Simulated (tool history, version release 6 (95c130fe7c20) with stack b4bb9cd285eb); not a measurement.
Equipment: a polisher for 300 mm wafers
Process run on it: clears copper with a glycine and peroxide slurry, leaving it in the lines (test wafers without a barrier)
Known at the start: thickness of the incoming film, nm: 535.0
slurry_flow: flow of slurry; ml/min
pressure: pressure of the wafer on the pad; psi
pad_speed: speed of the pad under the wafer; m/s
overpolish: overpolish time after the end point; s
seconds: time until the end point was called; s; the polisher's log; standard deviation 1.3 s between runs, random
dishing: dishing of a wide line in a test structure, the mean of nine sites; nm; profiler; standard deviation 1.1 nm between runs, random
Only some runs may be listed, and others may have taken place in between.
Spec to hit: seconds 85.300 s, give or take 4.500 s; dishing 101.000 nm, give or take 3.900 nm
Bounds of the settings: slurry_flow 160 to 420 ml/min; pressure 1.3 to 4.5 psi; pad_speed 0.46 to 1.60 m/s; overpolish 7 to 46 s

run  hour  slurry_flow  pressure  pad_speed  overpolish  seconds  dishing
  1   0.0          270       2.9       1.02          24   82.172   80.561
  2   7.1          270       2.9       1.02          25   80.292   82.763
  3   8.3          270       2.9       1.02          26   84.503   83.320
  4  15.1          270       2.9       1.02          27   82.628   87.480
  5  20.1          270       2.9       1.02          23   82.096   77.633
  6  25.6          270       2.9       1.14          23   77.018   79.910
  7  28.8          270       2.9       1.12          24   77.076   82.859
  8  30.1          270       2.9       1.12          25   78.510   85.479

5 next moves are on the table. One of them brings every result within its allowed miss. Which?
  A  31.4          290       2.2       1.06          37        ?        ?
  B  31.4          260       2.7       1.08          31        ?        ?
  C  31.4          255       2.5       0.92          41        ?        ?
  D  31.4          335       2.2       1.08          36        ?        ?
  E  31.4          235       3.4       0.74          34        ?        ?

move  seconds  dishing
   A   98.313   92.437
   B   83.189   93.508
   C   96.130  101.580
   D   96.356   91.945
   E   83.332  102.170
A: gains on the last run, yet a result remains outside its allowed miss
B: gains on the last run, yet a result remains outside its allowed miss
C: the worst result of the last run now meets its target, but another is out of spec
D: gains on the last run, yet a result remains outside its allowed miss
E: every result lands within tolerance
The move that meets every target is E.

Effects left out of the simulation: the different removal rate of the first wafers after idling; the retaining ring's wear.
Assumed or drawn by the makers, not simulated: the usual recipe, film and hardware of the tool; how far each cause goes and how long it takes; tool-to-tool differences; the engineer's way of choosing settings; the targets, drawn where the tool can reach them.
